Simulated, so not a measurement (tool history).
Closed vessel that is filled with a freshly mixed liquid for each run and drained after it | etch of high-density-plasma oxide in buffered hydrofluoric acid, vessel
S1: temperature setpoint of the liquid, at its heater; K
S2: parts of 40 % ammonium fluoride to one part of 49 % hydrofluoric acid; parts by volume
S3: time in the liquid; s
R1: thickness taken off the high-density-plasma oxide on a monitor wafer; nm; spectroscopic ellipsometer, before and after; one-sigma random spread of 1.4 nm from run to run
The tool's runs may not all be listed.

| run | hour | S1 | S2 | S3 | R1 |
|---|---|---|---|---|---|
| 1 | 0.0 | 294.15 | 10.5 | 90 | 152.24 |
| 2 | 7.4 | 294.15 | 10.5 | 100 | 170.01 |
| 3 | 8.6 | 295.15 | 10.0 | 100 | 189.06 |
| 4 | 15.6 | 295.15 | 10.0 | 90 | 169.28 |
| 5 | 22.3 | 297.15 | 10.0 | 90 | 190.09 |
| 6 | 31.3 | 297.65 | 9.5 | 90 | 201.46 |

Forecast run 7:
| 7 | 37.7 | 298.15 | 9.0 | 90 | ? |

R1: 213.83 nm

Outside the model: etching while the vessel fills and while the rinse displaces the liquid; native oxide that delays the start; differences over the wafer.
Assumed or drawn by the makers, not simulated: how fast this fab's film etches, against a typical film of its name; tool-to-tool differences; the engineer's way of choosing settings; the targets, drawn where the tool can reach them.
